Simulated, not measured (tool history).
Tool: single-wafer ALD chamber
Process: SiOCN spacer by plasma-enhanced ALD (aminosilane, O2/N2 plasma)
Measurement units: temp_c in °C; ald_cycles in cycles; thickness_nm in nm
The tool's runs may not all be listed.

run,day,temp_c,ald_cycles,thickness_nm
1,0.000,385,93,5.5374
2,0.162,385,99,5.9665
3,0.467,385,102,6.1388
4,0.654,385,105,6.3184
5,0.929,385,111,6.6552
6,1.017,385,102,6.1294
7,1.371,385,105,6.3101
8,1.400,385,107,6.4221

Predict the results of run 9:
9,1.462,385,109,?

{"run 9": {"thickness_nm": 6.4868}}

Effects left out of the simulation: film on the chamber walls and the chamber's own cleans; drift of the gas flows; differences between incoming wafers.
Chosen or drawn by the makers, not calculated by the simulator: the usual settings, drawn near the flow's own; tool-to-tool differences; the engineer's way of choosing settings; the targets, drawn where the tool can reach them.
